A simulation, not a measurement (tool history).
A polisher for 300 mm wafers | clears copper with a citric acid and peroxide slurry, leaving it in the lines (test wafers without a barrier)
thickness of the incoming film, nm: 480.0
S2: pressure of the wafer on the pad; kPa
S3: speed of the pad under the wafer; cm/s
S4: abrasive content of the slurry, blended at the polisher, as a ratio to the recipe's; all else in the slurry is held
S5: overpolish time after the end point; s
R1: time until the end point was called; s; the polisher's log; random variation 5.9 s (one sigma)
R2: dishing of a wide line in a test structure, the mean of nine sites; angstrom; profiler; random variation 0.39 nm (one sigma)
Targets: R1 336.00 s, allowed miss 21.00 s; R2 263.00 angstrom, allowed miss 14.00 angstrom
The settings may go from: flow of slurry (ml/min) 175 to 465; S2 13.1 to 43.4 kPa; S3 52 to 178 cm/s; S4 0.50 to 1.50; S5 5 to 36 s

Run 1, hour 0.0: flow of slurry (ml/min) 295, S2 28.3 kPa, S3 114 cm/s, S4 1.00, S5 18 s. Result: R1 160.88 s, R2 342.20 angstrom.
Run 2, hour 6.4: flow of slurry (ml/min) 295, S2 24.1 kPa, S3 108 cm/s, S4 1.00, S5 20 s. Result: R1 197.24 s, R2 313.33 angstrom.
Run 3, hour 11.4: flow of slurry (ml/min) 295, S2 29.6 kPa, S3 108 cm/s, S4 1.00, S5 20 s. Result: R1 164.17 s, R2 383.05 angstrom.
Run 4, hour 19.5: flow of slurry (ml/min) 295, S2 36.5 kPa, S3 108 cm/s, S4 1.00, S5 20 s. Result: R1 128.00 s, R2 466.24 angstrom.
Run 5, hour 21.6: flow of slurry (ml/min) 295, S2 30.3 kPa, S3 102 cm/s, S4 1.00, S5 21 s. Result: R1 169.79 s, R2 394.59 angstrom.
Run 6, hour 23.8: flow of slurry (ml/min) 295, S2 37.2 kPa, S3 102 cm/s, S4 1.00, S5 21 s. Result: R1 137.68 s, R2 453.22 angstrom.
Run 7, hour 28.8: flow of slurry (ml/min) 295, S2 31.0 kPa, S3 98 cm/s, S4 1.00, S5 22 s. Result: R1 170.61 s, R2 397.47 angstrom.
Run 8, hour 29.7: flow of slurry (ml/min) 295, S2 26.2 kPa, S3 94 cm/s, S4 1.00, S5 23 s. Result: R1 204.40 s, R2 342.92 angstrom.
Run 9, hour 35.5: flow of slurry (ml/min) 295, S2 22.8 kPa, S3 92 cm/s, S4 1.00, S5 24 s. Result: R1 251.55 s, R2 311.17 angstrom.
Run 10, hour 36.8: flow of slurry (ml/min) 295, S2 20.7 kPa, S3 92 cm/s, S4 1.00, S5 25 s. Result: R1 261.70 s, R2 288.91 angstrom.
At hour 44.9: worn pad replaced by a new one.
Run 11, hour 44.9: flow of slurry (ml/min) 295, S2 19.3 kPa, S3 90 cm/s, S4 1.00, S5 26 s. Result: R1 269.26 s, R2 296.08 angstrom.
Run 12, hour 48.5: flow of slurry (ml/min) 295, S2 17.9 kPa, S3 90 cm/s, S4 1.00, S5 27 s. Result: R1 290.32 s, R2 287.37 angstrom.
Run 13, hour 52.9: flow of slurry (ml/min) 295, S2 16.5 kPa, S3 90 cm/s, S4 1.00, S5 27 s. Result: R1 308.58 s, R2 269.24 angstrom.

5 next moves are on the table. One of them brings every result within its allowed miss. Which?
Run A, hour 57.3: flow of slurry (ml/min) 340, S2 17.9 kPa, S3 100 cm/s, S4 1.05, S5 23 s. Result: R1 ?, R2 ?.
Run B, hour 57.3: flow of slurry (ml/min) 330, S2 19.3 kPa, S3 72 cm/s, S4 0.90, S5 28 s. Result: R1 ?, R2 ?.
Run C, hour 57.3: flow of slurry (ml/min) 310, S2 13.8 kPa, S3 88 cm/s, S4 1.05, S5 32 s. Result: R1 ?, R2 ?.
Run D, hour 57.3: flow of slurry (ml/min) 250, S2 19.3 kPa, S3 94 cm/s, S4 0.85, S5 21 s. Result: R1 ?, R2 ?.
Run E, hour 57.3: flow of slurry (ml/min) 290, S2 20.0 kPa, S3 84 cm/s, S4 0.90, S5 24 s. Result: R1 ?, R2 ?.

move      R1      R2
   A  259.44  273.46
   B  340.36  256.60
   C  377.52  259.61
   D  272.68  241.50
   E  287.22  260.51
A: further off than the last run
B: meets every target
C: takes the result that was furthest off past its target
D: further off than the last run
E: further off than the last run
The right move is B.

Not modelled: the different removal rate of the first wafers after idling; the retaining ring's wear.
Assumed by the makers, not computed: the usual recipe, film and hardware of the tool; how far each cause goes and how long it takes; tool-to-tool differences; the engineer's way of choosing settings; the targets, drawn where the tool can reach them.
